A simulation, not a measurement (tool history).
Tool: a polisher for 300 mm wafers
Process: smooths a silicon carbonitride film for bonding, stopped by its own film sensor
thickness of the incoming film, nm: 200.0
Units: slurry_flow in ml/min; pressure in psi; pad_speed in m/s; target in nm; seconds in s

Run 1, day 0: slurry_flow 130 ml/min, pressure 2.3 psi, pad_speed 1.16 m/s, slurry_solids 1, target 145 nm. Result: seconds 143.07 s.
Run 2, day 0.125: slurry_flow 105 ml/min, pressure 2.3 psi, pad_speed 1.16 m/s, slurry_solids 1, target 145 nm. Result: seconds 153.55 s.
Run 3, day 0.462: slurry_flow 100 ml/min, pressure 2.1 psi, pad_speed 1.16 m/s, slurry_solids 1, target 145 nm. Result: seconds 165.84 s.
Run 4, day 0.758: slurry_flow 100 ml/min, pressure 2.7 psi, pad_speed 1.16 m/s, slurry_solids 1, target 145 nm. Result: seconds 131.41 s.
Run 5, day 0.875: slurry_flow 100 ml/min, pressure 2.7 psi, pad_speed 1.16 m/s, slurry_solids 1, target 142 nm. Result: seconds 136.65 s.
Run 6, day 0.967: slurry_flow 100 ml/min, pressure 2.5 psi, pad_speed 1.16 m/s, slurry_solids 1, target 142 nm. Result: seconds 148.09 s.
Run 7, day 1.008: slurry_flow 100 ml/min, pressure 2.3 psi, pad_speed 1.16 m/s, slurry_solids 1, target 142 nm. Result: seconds 159.69 s.
Run 8, day 1.358: slurry_flow 100 ml/min, pressure 2.1 psi, pad_speed 1.16 m/s, slurry_solids 1, target 142 nm. Result: seconds 174.02 s.

The next listed run, before its measurement:
Run 9, day 1.512: slurry_flow 100 ml/min, pressure 2 psi, pad_speed 1.16 m/s, slurry_solids 1, target 142 nm. Result: seconds ?.

seconds: 184.99 s
